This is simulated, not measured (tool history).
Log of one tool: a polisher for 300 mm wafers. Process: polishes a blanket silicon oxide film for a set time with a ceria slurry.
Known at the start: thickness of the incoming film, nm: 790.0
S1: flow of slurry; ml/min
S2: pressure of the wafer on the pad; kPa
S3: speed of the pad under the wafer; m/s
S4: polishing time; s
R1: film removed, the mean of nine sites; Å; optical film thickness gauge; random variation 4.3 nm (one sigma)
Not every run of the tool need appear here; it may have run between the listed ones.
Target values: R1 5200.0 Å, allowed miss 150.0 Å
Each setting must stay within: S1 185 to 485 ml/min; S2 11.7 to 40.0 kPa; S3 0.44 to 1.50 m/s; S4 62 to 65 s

run,hour,S1,S2,S3,S4,R1
1,0.0,310,25.5,0.96,62,2552.9
2,1.7,310,22.1,0.96,62,2242.6
3,10.2,340,22.1,0.96,62,2291.1
4,17.6,385,22.1,0.96,62,2278.4
5,19.6,385,27.6,1.00,62,2936.6
6,25.9,385,31.0,1.04,62,3371.2
7,27.2,385,33.8,1.08,62,3807.8
8,30.7,385,35.9,1.12,62,4165.3
9,31.4,390,37.2,1.14,62,4414.6
10,32.3,395,37.9,1.16,62,4613.9
# hour 36.1: worn pad replaced by a new one
11,36.1,395,40.0,1.20,62,5353.4

Next run, 4 choices. One meets every target within its allowed miss, the rest don't. Which?
A,39.9,375,37.9,1.34,62,?
B,39.9,335,40.0,1.20,65,?
C,39.9,450,40.0,1.08,62,?
D,39.9,395,38.6,1.16,63,?

move,R1
A,5618.4
B,5576.2
C,4958.8
D,5135.8
A: lands further from the targets than the last run did
B: lands further from the targets than the last run did
C: pushes the last run's worst result past its target
D: each result inside its tolerance
The right move is D.

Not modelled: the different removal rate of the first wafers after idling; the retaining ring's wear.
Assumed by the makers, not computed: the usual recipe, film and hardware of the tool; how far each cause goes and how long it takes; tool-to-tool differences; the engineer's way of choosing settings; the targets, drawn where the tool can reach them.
